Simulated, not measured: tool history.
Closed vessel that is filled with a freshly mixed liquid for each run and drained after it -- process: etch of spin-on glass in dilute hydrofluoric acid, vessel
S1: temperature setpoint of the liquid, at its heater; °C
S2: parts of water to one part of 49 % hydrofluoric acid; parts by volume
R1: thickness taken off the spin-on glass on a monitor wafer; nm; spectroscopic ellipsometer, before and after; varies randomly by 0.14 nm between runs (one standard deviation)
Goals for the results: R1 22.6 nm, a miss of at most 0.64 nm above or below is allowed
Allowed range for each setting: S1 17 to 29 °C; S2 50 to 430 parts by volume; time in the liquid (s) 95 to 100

run 1 hour=0 | S1=21 S2=240 time_in_the_liquid_(s)=95 | R1=8.412
run 2 hour=5.7 | S1=22 S2=220 time_in_the_liquid_(s)=95 | R1=9.7124
run 3 hour=7.6 | S1=23 S2=205 time_in_the_liquid_(s)=95 | R1=11.161
run 4 hour=16.6 | S1=25.5 S2=205 time_in_the_liquid_(s)=95 | R1=12.067
run 5 hour=22.5 | S1=26 S2=190 time_in_the_liquid_(s)=95 | R1=13.464
run 6 hour=30.5 | S1=28.5 S2=190 time_in_the_liquid_(s)=95 | R1=14.776
run 7 hour=39.6 | S1=28.5 S2=180 time_in_the_liquid_(s)=95 | R1=15.649
run 8 hour=48.1 | S1=28.5 S2=170 time_in_the_liquid_(s)=95 | R1=16.77
run 9 hour=54 | S1=28.5 S2=165 time_in_the_liquid_(s)=95 | R1=17.537
run 10 hour=56.4 | S1=29 S2=110 time_in_the_liquid_(s)=95 | R1=28.818
run 11 hour=61.9 | S1=28 S2=110 time_in_the_liquid_(s)=95 | R1=27.516

Which of these 4 next moves meets every target?
run A hour=67.4 | S1=29 S2=150 time_in_the_liquid_(s)=100 | R1=?
run B hour=67.4 | S1=28 S2=125 time_in_the_liquid_(s)=95 | R1=?
run C hour=67.4 | S1=29 S2=145 time_in_the_liquid_(s)=95 | R1=?
run D hour=67.4 | S1=29 S2=140 time_in_the_liquid_(s)=100 | R1=?

move=A R1=21.097
move=B R1=23.94
move=C R1=20.867
move=D R1=22.898
A: takes the biggest miss from the last run beyond its target
B: closes in on the targets versus the last run, not all within tolerance yet
C: takes the biggest miss from the last run beyond its target
D: in spec on every target
D is the move that brings every result within its allowed miss.

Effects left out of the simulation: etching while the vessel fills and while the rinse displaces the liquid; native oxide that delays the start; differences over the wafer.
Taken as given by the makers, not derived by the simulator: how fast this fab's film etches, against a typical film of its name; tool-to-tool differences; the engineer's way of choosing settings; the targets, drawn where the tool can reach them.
